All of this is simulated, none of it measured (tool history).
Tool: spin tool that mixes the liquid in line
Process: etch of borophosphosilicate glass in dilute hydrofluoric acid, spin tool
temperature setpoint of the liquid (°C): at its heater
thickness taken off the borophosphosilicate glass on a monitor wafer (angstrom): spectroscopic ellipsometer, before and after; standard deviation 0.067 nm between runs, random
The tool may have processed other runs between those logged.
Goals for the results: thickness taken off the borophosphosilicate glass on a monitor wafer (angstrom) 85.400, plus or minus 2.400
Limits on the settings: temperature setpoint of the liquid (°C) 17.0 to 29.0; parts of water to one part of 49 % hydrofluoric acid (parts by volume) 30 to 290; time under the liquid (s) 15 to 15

run,hour,temperature setpoint of the liquid (°C),parts of water to one part of 49 % hydrofluoric acid (parts by volume),time under the liquid (s),thickness taken off the borophosphosilicate glass on a monitor wafer (angstrom)
1,0.0,21.0,160,15,48.729
2,4.1,22.0,155,15,52.510
3,12.0,22.0,155,15,53.721
4,13.3,19.0,155,15,47.211
5,16.8,19.0,110,15,69.620
6,23.8,19.0,165,15,43.831
7,25.1,20.5,160,15,48.492
8,27.4,22.0,155,15,53.072

Pick the move, out of 5, that brings all results within their allowed miss; only one does.
A,29.7,20.5,75,15,?
B,29.7,27.0,100,15,?
C,29.7,20.5,195,15,?
D,29.7,25.0,115,15,?
E,29.7,25.0,90,15,?

move,thickness taken off the borophosphosilicate glass on a monitor wafer (angstrom)
A,113.170
B,106.750
C,38.241
D,84.291
E,111.130
A: takes the result that was furthest off past its target
B: takes the result that was furthest off past its target
C: further off than the last run
D: every result lands within tolerance
E: takes the result that was furthest off past its target
The move that meets every target is D.
